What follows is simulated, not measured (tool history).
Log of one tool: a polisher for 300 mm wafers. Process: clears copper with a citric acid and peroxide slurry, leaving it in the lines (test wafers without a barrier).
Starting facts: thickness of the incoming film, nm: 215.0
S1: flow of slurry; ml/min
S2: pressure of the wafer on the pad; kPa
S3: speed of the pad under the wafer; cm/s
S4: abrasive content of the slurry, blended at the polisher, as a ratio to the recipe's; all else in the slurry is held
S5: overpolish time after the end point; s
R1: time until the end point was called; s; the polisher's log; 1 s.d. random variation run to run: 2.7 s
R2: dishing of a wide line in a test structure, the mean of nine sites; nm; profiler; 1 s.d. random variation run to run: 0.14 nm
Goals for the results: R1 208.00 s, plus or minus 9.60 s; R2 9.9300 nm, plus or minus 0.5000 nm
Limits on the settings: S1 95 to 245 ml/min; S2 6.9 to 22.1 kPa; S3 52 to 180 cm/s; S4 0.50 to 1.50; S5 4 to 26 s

run,day,S1,S2,S3,S4,S5,R1,R2
1,0.000,155,14.5,116,1.00,13,109.89,11.3850
2,0.312,155,14.5,116,0.85,13,113.77,11.2780
3,0.550,155,14.5,116,0.75,13,116.88,11.1210
4,0.608,155,13.1,114,0.75,14,130.99,10.9320
5,0.796,155,13.1,114,0.75,19,132.01,12.3610
6,0.912,155,13.1,114,0.65,19,134.55,12.0520
7,1.212,155,11.7,114,0.65,19,151.59,11.7390
8,1.583,155,11.0,114,0.65,19,158.11,11.4470
9,1.683,155,10.3,114,0.65,19,166.28,10.9030
10,1.846,155,9.7,114,0.65,19,178.57,10.8080
11,2.033,150,9.0,114,0.65,19,194.46,10.4740
12,2.238,130,8.3,114,0.65,18,218.54,9.4433
13,2.471,135,8.3,114,0.65,18,217.79,9.4360

Below are 5 possible settings for the next run. Only one of them brings all results inside the allowed miss of their targets. Which is it?
A,2.704,145,7.6,106,0.65,23,?,?
B,2.704,125,9.7,98,0.75,14,?,?
C,2.704,135,9.0,92,0.65,21,?,?
D,2.704,140,8.3,126,0.50,20,?,?
E,2.704,130,8.3,104,0.65,19,?,?

move,R1,R2
A,240.29,10.0730
B,203.04,8.3706
C,232.98,9.8093
D,206.63,10.1200
E,229.97,9.3106
A: the biggest miss grows against the last run
B: the furthest-off result lands on target, but another misses its tolerance
C: the biggest miss grows against the last run
D: all results in spec
E: the biggest miss grows against the last run
So the answer is move D, the one that meets all the targets.

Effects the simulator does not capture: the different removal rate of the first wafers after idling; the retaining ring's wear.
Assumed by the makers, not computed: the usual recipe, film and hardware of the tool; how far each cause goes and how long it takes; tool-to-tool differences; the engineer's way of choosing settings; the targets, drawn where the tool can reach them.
